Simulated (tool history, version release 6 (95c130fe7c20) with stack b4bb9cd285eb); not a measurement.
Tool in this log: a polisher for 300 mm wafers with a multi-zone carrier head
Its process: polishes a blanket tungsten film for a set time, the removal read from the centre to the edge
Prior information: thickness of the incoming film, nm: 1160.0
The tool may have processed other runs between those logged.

run	hour	flow of slurry (ml/min)	pressure of the head's centre zone	pressure of the head's middle zone	pressure of the head's edge zone	abrasive content of the slurry	polishing time (s)	film removed at the wafer's centre (nm)	film removed at mid-radius (nm)	film removed at the wafer's edge (nm)
1	0	275	1	1	1	1	57	327	330.72	331.4
2	2.3	270	1.02	0.94	0.97	0.85	55	313.44	286.9	307.85
3	7.2	270	1.02	0.86	0.97	0.85	55	313.42	272.84	297.81
4	12.5	265	1.02	0.84	0.94	0.75	54	295.65	256.09	286.53
5	20.7	225	1.02	0.84	0.94	0.75	54	290.83	245.11	285.04
6	24.4	240	1.04	0.83	0.91	0.7	53	288.94	246.62	265.73
7	30.3	240	1.04	0.83	0.91	0.7	53	286.02	241.18	269.19

Predict the results of run 8:
8	31	230	1.05	0.82	0.9	0.7	53	?	?	?

film removed at the wafer's centre (nm): 289.87
film removed at mid-radius (nm): 239.53
film removed at the wafer's edge (nm): 271.05
